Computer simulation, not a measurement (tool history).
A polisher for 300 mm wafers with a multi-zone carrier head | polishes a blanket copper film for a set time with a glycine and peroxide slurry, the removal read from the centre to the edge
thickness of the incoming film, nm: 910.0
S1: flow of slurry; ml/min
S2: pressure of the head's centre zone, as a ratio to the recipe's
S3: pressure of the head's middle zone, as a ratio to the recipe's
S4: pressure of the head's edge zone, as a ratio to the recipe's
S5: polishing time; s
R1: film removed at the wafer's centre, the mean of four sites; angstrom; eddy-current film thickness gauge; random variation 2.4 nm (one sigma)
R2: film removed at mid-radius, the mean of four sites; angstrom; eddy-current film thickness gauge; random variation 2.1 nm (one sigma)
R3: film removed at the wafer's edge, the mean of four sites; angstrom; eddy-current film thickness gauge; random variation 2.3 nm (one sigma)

run	hour	S1	S2	S3	S4	S5	R1	R2	R3
1	0.0	230	1.00	1.00	1.00	39	1802.9	1875.5	1770.4
2	2.9	230	1.06	1.00	1.00	39	1891.7	1868.6	1772.5
3	5.3	260	1.06	1.00	1.00	39	1924.0	1904.0	1815.2
4	8.5	260	1.13	1.00	1.00	39	2079.2	1872.9	1824.5
5	16.8	260	1.13	1.00	0.95	39	2039.1	1874.5	1712.6
6	18.6	260	1.16	1.00	0.95	39	2178.2	1889.0	1709.2
7	25.5	270	1.13	1.06	0.97	40	2122.4	2045.3	1807.6

Run 8 comes next. What will it give?
8	31.6	280	1.11	1.10	0.98	41	?	?	?

{"run 8": {"R1": 2166.3, "R2": 2158.7, "R3": 1888.8}}

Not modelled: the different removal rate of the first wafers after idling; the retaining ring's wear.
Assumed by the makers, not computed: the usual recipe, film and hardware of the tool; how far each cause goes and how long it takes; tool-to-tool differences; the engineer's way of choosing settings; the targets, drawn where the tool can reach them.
